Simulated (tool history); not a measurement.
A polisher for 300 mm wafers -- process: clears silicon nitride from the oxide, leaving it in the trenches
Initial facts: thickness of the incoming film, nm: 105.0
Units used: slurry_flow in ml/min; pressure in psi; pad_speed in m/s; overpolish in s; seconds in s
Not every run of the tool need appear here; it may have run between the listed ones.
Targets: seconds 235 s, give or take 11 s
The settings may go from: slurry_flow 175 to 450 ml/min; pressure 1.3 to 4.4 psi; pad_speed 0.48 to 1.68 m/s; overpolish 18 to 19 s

run    day  slurry_flow  pressure  pad_speed  overpolish  seconds
  1      0          290       2.8       1.08          18   110.43
  2   0.25          290       2.5       1.04          18   124.66
  3  0.479          290       3.2       1.04          18   98.536
  4  0.679          290       2.8          1          18   116.49
  5  0.742          290       3.1          1          18    104.3
  6  0.975          220       3.1          1          18   109.26
  7  1.029          220       2.8       0.96          18   123.69
  8  1.383          220       2.5       0.92          18   140.66

Below are 4 possible settings for the next run. Only one of them brings all results inside the allowed miss of their targets. Which is it?
  A  1.738          230       1.9       0.56          18        ?
  B  1.738          270       1.8       0.66          18        ?
  C  1.738          295       1.3       0.78          19        ?
  D  1.738          215       1.7       0.82          19        ?

move  seconds
   A   259.57
   B    233.8
   C   259.02
   D   211.04
A: the result that was furthest off in the last run now lies on the other side of its target
B: all results land within tolerance of their targets
C: the result that was furthest off in the last run now lies on the other side of its target
D: closer than the last run, but not yet in spec
Answer: B
